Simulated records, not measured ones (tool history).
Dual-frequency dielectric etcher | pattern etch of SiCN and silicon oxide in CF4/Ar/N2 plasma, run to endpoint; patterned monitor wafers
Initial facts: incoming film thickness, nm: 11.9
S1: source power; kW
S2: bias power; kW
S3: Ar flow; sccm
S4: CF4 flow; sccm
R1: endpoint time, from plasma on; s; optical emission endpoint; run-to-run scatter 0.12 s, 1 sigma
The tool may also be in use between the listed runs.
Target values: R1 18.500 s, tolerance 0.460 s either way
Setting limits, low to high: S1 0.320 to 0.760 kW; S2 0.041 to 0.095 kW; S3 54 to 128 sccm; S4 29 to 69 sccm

run,hour,S1,S2,S3,S4,R1
1,0.0,0.540,0.068,91,49,10.867
2,7.9,0.480,0.068,91,49,12.187
3,11.2,0.430,0.062,94,48,14.386
4,16.6,0.430,0.073,94,48,13.479
5,25.2,0.400,0.069,96,48,15.007
6,27.3,0.380,0.068,97,48,16.030
7,36.2,0.360,0.068,97,48,16.915
8,40.4,0.350,0.068,97,48,17.382
9,49.1,0.340,0.068,97,48,17.938

Pick the move, out of 4, that brings all results within their allowed miss; only one does.
A,57.8,0.370,0.062,84,42,?
B,57.8,0.330,0.062,109,47,?
C,57.8,0.340,0.070,99,50,?
D,57.8,0.330,0.069,112,55,?

move,R1
A,16.919
B,19.764
C,17.687
D,18.510
A: moves away from the targets compared with the last run
B: takes the result that was furthest off past its target
C: moves away from the targets compared with the last run
D: in spec on every target
Move D is the one to make.
